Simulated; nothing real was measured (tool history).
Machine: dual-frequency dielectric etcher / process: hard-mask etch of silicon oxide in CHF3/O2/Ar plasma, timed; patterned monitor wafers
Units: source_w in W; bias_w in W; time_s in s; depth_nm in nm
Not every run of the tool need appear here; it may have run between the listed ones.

Run 1, hour 0: source_w 600 W, bias_w 146 W, time_s 33 s. Result: depth_nm 58.151 nm.
Run 2, hour 4.4: source_w 600 W, bias_w 146 W, time_s 34.5 s. Result: depth_nm 60.252 nm.
Run 3, hour 12.1: source_w 600 W, bias_w 146 W, time_s 33 s. Result: depth_nm 58.101 nm.
Run 4, hour 14.8: source_w 600 W, bias_w 136 W, time_s 33 s. Result: depth_nm 56.128 nm.
Run 5, hour 21.3: source_w 490 W, bias_w 136 W, time_s 33 s. Result: depth_nm 51.746 nm.
Run 6, hour 26: source_w 490 W, bias_w 136 W, time_s 34.5 s. Result: depth_nm 54.2 nm.
Run 7, hour 27.4: source_w 530 W, bias_w 138 W, time_s 34.5 s. Result: depth_nm 56.707 nm.
Run 8, hour 35: source_w 560 W, bias_w 139 W, time_s 34.5 s. Result: depth_nm 58.559 nm.
Run 9, hour 39.2: source_w 580 W, bias_w 140 W, time_s 34.5 s. Result: depth_nm 58.99 nm.
Run 10, hour 43.4: source_w 600 W, bias_w 141 W, time_s 34.5 s. Result: depth_nm 59.638 nm.

Run 11, settings as shown, results not yet in. Your forecast:
Run 11, hour 45.7: source_w 600 W, bias_w 141 W, time_s 34.5 s. Result: depth_nm ?.

depth_nm: 59.748 nm

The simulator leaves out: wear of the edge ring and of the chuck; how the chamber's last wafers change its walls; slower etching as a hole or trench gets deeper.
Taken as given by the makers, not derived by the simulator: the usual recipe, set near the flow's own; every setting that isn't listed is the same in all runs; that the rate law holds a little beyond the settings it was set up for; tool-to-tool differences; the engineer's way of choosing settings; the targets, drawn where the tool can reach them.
